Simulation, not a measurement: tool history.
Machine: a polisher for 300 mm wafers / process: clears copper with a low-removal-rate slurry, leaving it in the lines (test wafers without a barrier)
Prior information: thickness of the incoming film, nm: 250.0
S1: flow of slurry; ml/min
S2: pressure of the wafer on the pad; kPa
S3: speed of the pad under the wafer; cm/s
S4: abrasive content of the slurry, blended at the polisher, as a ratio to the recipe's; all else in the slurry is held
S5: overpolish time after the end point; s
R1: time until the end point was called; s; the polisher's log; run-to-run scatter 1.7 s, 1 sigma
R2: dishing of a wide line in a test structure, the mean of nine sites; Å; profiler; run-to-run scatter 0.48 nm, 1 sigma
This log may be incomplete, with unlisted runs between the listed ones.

run 1 hour=0.0 | S1=170 S2=17.9 S3=88 S4=1.0 S5=19 | R1=99.542 R2=333.98
run 2 hour=1.2 | S1=170 S2=17.9 S3=88 S4=1.2 S5=19 | R1=93.170 R2=344.22
run 3 hour=6.9 | S1=170 S2=17.9 S3=88 S4=1.3 S5=19 | R1=92.199 R2=360.07
run 4 hour=12.1 | S1=170 S2=15.9 S3=88 S4=1.3 S5=19 | R1=105.060 R2=318.72
run 5 hour=15.5 | S1=165 S2=13.8 S3=88 S4=1.3 S5=21 | R1=120.220 R2=297.72
run 6 hour=22.7 | S1=160 S2=12.4 S3=88 S4=1.3 S5=23 | R1=133.910 R2=294.40
run 7 hour=23.5 | S1=150 S2=11.7 S3=88 S4=1.3 S5=24 | R1=142.220 R2=291.10

What does the tool deliver on the next run?
run 8 hour=26.1 | S1=140 S2=11.7 S3=88 S4=1.3 S5=25 | R1=? R2=?

{"run 8": {"R1": 146.96, "R2": 306.04}}

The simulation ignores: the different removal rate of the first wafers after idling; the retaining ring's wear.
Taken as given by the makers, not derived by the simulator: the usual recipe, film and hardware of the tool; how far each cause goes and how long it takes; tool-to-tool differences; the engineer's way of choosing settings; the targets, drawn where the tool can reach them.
